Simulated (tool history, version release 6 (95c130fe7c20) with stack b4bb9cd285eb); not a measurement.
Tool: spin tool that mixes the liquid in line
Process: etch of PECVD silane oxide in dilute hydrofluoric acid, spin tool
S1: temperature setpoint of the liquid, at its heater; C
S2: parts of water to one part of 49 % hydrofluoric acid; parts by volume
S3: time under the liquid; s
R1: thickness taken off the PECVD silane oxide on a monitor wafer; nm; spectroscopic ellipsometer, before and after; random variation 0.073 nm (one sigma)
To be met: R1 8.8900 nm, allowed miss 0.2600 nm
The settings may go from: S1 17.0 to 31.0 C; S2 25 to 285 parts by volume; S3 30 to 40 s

| run | hour | S1 | S2 | S3 | R1 |
|---|---|---|---|---|---|
| 1 | 0.0 | 23.0 | 155 | 40 | 4.2079 |
| 2 | 7.0 | 25.0 | 140 | 40 | 5.1872 |
| 3 | 10.5 | 25.0 | 140 | 30 | 3.8447 |
| 4 | 18.6 | 26.5 | 140 | 30 | 4.1535 |
| 5 | 19.5 | 27.5 | 115 | 30 | 5.3297 |
| 6 | 24.4 | 28.5 | 100 | 30 | 6.5066 |
| 7 | 28.2 | 29.0 | 95 | 30 | 6.9706 |
| 8 | 28.8 | 29.5 | 90 | 30 | 7.6372 |
| 9 | 32.9 | 30.0 | 85 | 30 | 8.2968 |
| 10 | 40.0 | 30.5 | 85 | 30 | 8.5003 |

Which of these 4 next moves meets every target?
| A | 47.1 | 31.0 | 115 | 40 | ? |
| B | 47.1 | 29.0 | 105 | 40 | ? |
| C | 47.1 | 30.5 | 105 | 40 | ? |
| D | 47.1 | 29.5 | 110 | 40 | ? |

| move | R1 |
|---|---|
| A | 8.1304 |
| B | 8.3825 |
| C | 8.8664 |
| D | 8.0972 |
A: further off than the last run
B: further off than the last run
C: meets every target
D: further off than the last run
Answer: C
